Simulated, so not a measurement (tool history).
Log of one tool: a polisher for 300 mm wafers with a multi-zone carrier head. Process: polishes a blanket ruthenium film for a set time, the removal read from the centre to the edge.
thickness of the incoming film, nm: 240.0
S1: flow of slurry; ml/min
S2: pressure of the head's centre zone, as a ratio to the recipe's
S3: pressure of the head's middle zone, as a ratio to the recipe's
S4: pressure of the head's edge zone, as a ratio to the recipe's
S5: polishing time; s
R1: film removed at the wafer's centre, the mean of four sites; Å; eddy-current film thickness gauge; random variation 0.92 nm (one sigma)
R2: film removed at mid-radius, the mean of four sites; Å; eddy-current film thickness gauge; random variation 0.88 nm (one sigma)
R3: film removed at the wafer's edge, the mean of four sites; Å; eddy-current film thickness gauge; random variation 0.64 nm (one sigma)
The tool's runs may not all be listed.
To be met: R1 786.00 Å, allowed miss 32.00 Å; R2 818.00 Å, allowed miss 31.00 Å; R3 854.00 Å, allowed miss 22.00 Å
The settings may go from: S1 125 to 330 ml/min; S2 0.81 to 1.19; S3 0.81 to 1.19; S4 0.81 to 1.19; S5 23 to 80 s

run 1 hour=0.0 | S1=210 S2=1.00 S3=1.00 S4=1.00 S5=51 | R1=637.98 R2=633.07 R3=609.26
run 2 hour=3.5 | S1=210 S2=1.00 S3=1.03 S4=1.00 S5=51 | R1=649.10 R2=644.43 R3=614.13
run 3 hour=8.6 | S1=215 S2=0.99 S3=1.03 S4=1.03 S5=53 | R1=660.95 R2=671.52 R3=640.97
run 4 hour=15.6 | S1=215 S2=0.98 S3=1.02 S4=1.05 S5=55 | R1=670.62 R2=703.54 R3=677.86
run 5 hour=19.9 | S1=215 S2=0.98 S3=1.02 S4=1.05 S5=50 | R1=622.72 R2=638.03 R3=615.67
run 6 hour=25.6 | S1=195 S2=0.98 S3=1.02 S4=1.05 S5=50 | R1=610.30 R2=618.46 R3=615.73
run 7 hour=30.5 | S1=190 S2=0.98 S3=1.02 S4=1.06 S5=52 | R1=630.40 R2=642.30 R3=641.36
run 8 hour=33.3 | S1=185 S2=0.98 S3=1.02 S4=1.07 S5=54 | R1=631.32 R2=659.10 R3=654.05
run 9 hour=37.6 | S1=195 S2=0.98 S3=1.01 S4=1.09 S5=55 | R1=664.86 R2=692.47 R3=680.91
run 10 hour=45.3 | S1=195 S2=0.98 S3=0.99 S4=1.11 S5=57 | R1=703.95 R2=697.84 R3=721.50
run 11 hour=54.2 | S1=205 S2=0.97 S3=0.99 S4=1.12 S5=58 | R1=705.24 R2=703.65 R3=736.80
run 12 hour=61.8 | S1=210 S2=0.97 S3=0.99 S4=1.13 S5=59 | R1=717.39 R2=720.08 R3=752.65
run 13 hour=68.7 | S1=215 S2=0.97 S3=0.99 S4=1.14 S5=60 | R1=740.64 R2=733.40 R3=765.81
run 14 hour=71.8 | S1=215 S2=0.96 S3=0.99 S4=1.15 S5=61 | R1=747.05 R2=753.09 R3=796.26
run 15 hour=74.1 | S1=220 S2=0.96 S3=0.99 S4=1.16 S5=61 | R1=745.02 R2=753.35 R3=804.64
run 16 hour=77.3 | S1=225 S2=0.96 S3=1.00 S4=1.16 S5=61 | R1=743.88 R2=758.45 R3=791.77

Which of these 4 next moves meets every target?
run A hour=80.5 | S1=175 S2=0.94 S3=0.99 S4=1.12 S5=68 | R1=? R2=? R3=?
run B hour=80.5 | S1=135 S2=0.82 S3=0.81 S4=1.19 S5=70 | R1=? R2=? R3=?
run C hour=80.5 | S1=125 S2=0.83 S3=1.05 S4=1.19 S5=72 | R1=? R2=? R3=?
run D hour=80.5 | S1=210 S2=0.94 S3=0.91 S4=1.19 S5=68 | R1=? R2=? R3=?

move=A R1=775.56 R2=811.37 R3=846.75
move=B R1=651.19 R2=668.33 R3=865.50
move=C R1=663.19 R2=835.67 R3=874.56
move=D R1=802.24 R2=779.55 R3=894.62
A: meets every target
B: brings the result that was furthest off to its target, and leaves another outside
C: brings the result that was furthest off to its target, and leaves another outside
D: takes the result that was furthest off past its target
Answer: A

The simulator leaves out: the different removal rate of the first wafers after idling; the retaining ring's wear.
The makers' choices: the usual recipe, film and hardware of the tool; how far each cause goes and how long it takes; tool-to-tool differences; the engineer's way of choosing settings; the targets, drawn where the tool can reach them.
